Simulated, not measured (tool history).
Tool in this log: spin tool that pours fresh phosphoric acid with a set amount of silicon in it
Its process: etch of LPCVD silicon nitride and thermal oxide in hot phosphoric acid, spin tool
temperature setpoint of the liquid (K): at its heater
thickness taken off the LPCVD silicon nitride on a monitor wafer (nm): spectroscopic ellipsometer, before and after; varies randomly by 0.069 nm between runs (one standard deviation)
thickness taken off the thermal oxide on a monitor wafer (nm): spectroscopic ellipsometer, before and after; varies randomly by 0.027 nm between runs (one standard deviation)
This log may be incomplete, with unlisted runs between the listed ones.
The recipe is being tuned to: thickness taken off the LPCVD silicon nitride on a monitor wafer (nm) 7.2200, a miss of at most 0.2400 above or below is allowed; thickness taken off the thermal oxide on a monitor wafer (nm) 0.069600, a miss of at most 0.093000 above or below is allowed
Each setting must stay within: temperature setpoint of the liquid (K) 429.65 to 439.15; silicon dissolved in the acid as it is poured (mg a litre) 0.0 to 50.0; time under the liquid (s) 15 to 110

run  hour  temperature setpoint of the liquid (K)  silicon dissolved in the acid as it is poured (mg a litre)  time under the liquid (s)  thickness taken off the LPCVD silicon nitride on a monitor wafer (nm)  thickness taken off the thermal oxide on a monitor wafer (nm)
  1   0.0                                  434.15                                                        28.0                         55                                                                 3.9979                                                       0.021718
  2   1.6                                  434.65                                                        26.5                         60                                                                 4.4605                                                       0.112280
  3   8.8                                  434.65                                                        18.5                         60                                                                 4.4283                                                       0.140400
  4  14.5                                  434.65                                                         4.0                         60                                                                 4.4141                                                       0.059490
  5  18.5                                  434.65                                                         4.0                         45                                                                 3.3401                                                       0.132250
  6  24.2                                  436.15                                                         4.0                         45                                                                 3.5009                                                       0.109910
  7  29.4                                  436.15                                                         6.0                         50                                                                 3.8879                                                       0.149740
  8  37.1                                  436.15                                                         8.5                         55                                                                 4.1770                                                       0.114230
  9  42.2                                  436.15                                                        10.0                         60                                                                 4.5751                                                       0.243460
 10  48.7                                  435.65                                                        11.5                         65                                                                 4.9949                                                       0.168580
 11  56.6                                  435.15                                                        13.5                         70                                                                 5.2656                                                       0.094256
 12  57.6                                  435.15                                                        14.0                         75                                                                 5.6236                                                       0.163310
 13  60.5                                  434.65                                                        16.5                         80                                                                 6.0263                                                       0.241570
 14  67.5                                  434.65                                                        21.5                         80                                                                 5.8403                                                       0.154760
 15  72.6                                  434.65                                                        24.5                         85                                                                 6.3411                                                       0.102660

Consider the 4 candidate settings below. Which is the only one whose results all fall within their allowed miss of target?
  A  77.7                                  433.15                                                        50.0                        110                                                                      ?                                                              ?
  B  77.7                                  432.65                                                        40.5                        110                                                                      ?                                                              ?
  C  77.7                                  433.65                                                        38.5                         95                                                                      ?                                                              ?
  D  77.7                                  435.15                                                        41.5                         95                                                                      ?                                                              ?

move  thickness taken off the LPCVD silicon nitride on a monitor wafer (nm)  thickness taken off the thermal oxide on a monitor wafer (nm)
   A                                                                 7.6676                                                       0.045010
   B                                                                 7.5384                                                       0.060154
   C                                                                 6.7353                                                       0.063717
   D                                                                 7.0853                                                       0.058296
A: takes the biggest miss from the last run beyond its target
B: takes the biggest miss from the last run beyond its target
C: an improvement on the last run, though not all results are within tolerance
D: each result inside its tolerance
So the answer is move D, the one that meets all the targets.
